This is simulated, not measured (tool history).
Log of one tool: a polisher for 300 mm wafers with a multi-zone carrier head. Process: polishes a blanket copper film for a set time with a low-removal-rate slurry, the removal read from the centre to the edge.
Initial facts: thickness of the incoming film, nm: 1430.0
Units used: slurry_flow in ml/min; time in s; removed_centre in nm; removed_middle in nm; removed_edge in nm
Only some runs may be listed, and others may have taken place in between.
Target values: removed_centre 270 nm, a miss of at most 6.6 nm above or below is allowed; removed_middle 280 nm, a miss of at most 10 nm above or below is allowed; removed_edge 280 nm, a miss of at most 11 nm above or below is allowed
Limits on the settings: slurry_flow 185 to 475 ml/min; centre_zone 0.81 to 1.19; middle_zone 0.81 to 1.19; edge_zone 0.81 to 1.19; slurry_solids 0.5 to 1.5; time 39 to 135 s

run 1 hour=0 | slurry_flow=305 centre_zone=1 middle_zone=1 edge_zone=1 slurry_solids=1 time=87 | removed_centre=220.64 removed_middle=225 removed_edge=228.31
run 2 hour=7 | slurry_flow=305 centre_zone=0.92 middle_zone=1 edge_zone=1 slurry_solids=1 time=87 | removed_centre=203.14 removed_middle=227.9 removed_edge=223.25
run 3 hour=11.6 | slurry_flow=310 centre_zone=0.95 middle_zone=1.02 edge_zone=1.03 slurry_solids=1.05 time=87 | removed_centre=214.33 removed_middle=234.8 removed_edge=237.5
run 4 hour=17.5 | slurry_flow=320 centre_zone=0.98 middle_zone=1.05 edge_zone=1.04 slurry_solids=1.05 time=87 | removed_centre=217.47 removed_middle=241.21 removed_edge=233.63
run 5 hour=24 | slurry_flow=320 centre_zone=0.98 middle_zone=1.05 edge_zone=0.98 slurry_solids=1.05 time=87 | removed_centre=219.42 removed_middle=238.49 removed_edge=227.61
run 6 hour=29.1 | slurry_flow=320 centre_zone=0.98 middle_zone=1.05 edge_zone=0.98 slurry_solids=1.15 time=87 | removed_centre=228.56 removed_middle=243.65 removed_edge=238.39
run 7 hour=36.4 | slurry_flow=325 centre_zone=1 middle_zone=1.07 edge_zone=1 slurry_solids=1.2 time=87 | removed_centre=232.57 removed_middle=256.17 removed_edge=240.91
run 8 hour=43.9 | slurry_flow=325 centre_zone=1.02 middle_zone=1.07 edge_zone=1.02 slurry_solids=1.25 time=87 | removed_centre=242.48 removed_middle=258.47 removed_edge=246.88
run 9 hour=48 | slurry_flow=325 centre_zone=1.03 middle_zone=1.07 edge_zone=1.04 slurry_solids=1.3 time=87 | removed_centre=244.72 removed_middle=259.29 removed_edge=253.98
run 10 hour=51.5 | slurry_flow=370 centre_zone=1.11 middle_zone=1.12 edge_zone=1.12 slurry_solids=1.5 time=88 | removed_centre=281.18 removed_middle=282.31 removed_edge=276.98
run 11 hour=59.5 | slurry_flow=365 centre_zone=1.1 middle_zone=1.12 edge_zone=1.12 slurry_solids=1.5 time=88 | removed_centre=278.78 removed_middle=287.4 removed_edge=277.67
run 12 hour=64.4 | slurry_flow=365 centre_zone=1.1 middle_zone=1.11 edge_zone=1.12 slurry_solids=1.5 time=88 | removed_centre=280.87 removed_middle=283.02 removed_edge=279.68

4 next moves are on the table. One of them brings every result within its allowed miss. Which?
run A hour=69.3 | slurry_flow=330 centre_zone=1.02 middle_zone=1.11 edge_zone=1.09 slurry_solids=1.5 time=88 | removed_centre=? removed_middle=? removed_edge=?
run B hour=69.3 | slurry_flow=250 centre_zone=1.18 middle_zone=1.18 edge_zone=1.03 slurry_solids=1.45 time=92 | removed_centre=? removed_middle=? removed_edge=?
run C hour=69.3 | slurry_flow=375 centre_zone=1.16 middle_zone=1.11 edge_zone=1.08 slurry_solids=1.5 time=89 | removed_centre=? removed_middle=? removed_edge=?
run D hour=69.3 | slurry_flow=345 centre_zone=1.06 middle_zone=1.11 edge_zone=1.14 slurry_solids=1.5 time=88 | removed_centre=? removed_middle=? removed_edge=?

move=A removed_centre=258.06 removed_middle=287.23 removed_edge=276.58
move=B removed_centre=294.19 removed_middle=301.22 removed_edge=271.91
move=C removed_centre=296.09 removed_middle=293.52 removed_edge=280.79
move=D removed_centre=268.15 removed_middle=288.31 removed_edge=283.83
A: takes the result that was furthest off past its target
B: its largest miss is bigger than the last run's
C: its largest miss is bigger than the last run's
D: every result lands within tolerance
The move that meets every target is D.
